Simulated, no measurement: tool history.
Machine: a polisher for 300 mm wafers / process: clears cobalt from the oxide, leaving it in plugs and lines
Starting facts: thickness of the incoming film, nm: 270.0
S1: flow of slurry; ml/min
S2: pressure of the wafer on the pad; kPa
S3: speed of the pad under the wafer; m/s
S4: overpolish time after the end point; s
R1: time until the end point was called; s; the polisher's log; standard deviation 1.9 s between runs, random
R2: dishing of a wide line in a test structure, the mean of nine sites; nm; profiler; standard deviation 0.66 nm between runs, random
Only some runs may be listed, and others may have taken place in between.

run 1 day=0 | S1=280 S2=10.3 S3=0.86 S4=20 | R1=112.88 R2=32.451
run 2 day=0.317 | S1=280 S2=10.3 S3=0.86 S4=12 | R1=111.8 R2=23.064
run 3 day=0.604 | S1=250 S2=10.3 S3=0.86 S4=12 | R1=114.57 R2=23.095
run 4 day=0.788 | S1=250 S2=12.4 S3=0.86 S4=12 | R1=98.573 R2=24.889
run 5 day=0.879 | S1=250 S2=12.4 S3=0.86 S4=17 | R1=97.54 R2=30.775
run 6 day=1.108 | S1=320 S2=12.4 S3=0.86 S4=17 | R1=94.449 R2=31.355
run 7 day=1.312 | S1=320 S2=11 S3=0.86 S4=20 | R1=103.08 R2=32.865
run 8 day=1.617 | S1=310 S2=9.7 S3=0.86 S4=22 | R1=117.69 R2=33.276
-- day=1.871 slurry nozzle cleaned
run 9 day=1.871 | S1=305 S2=9 S3=0.86 S4=23 | R1=120.27 R2=34.046

The next listed run, before its measurement:
run 10 day=1.9 | S1=305 S2=6.2 S3=0.84 S4=30 | R1=? R2=?

Run 10 measured R1 157.88 s, R2 33.278 nm.
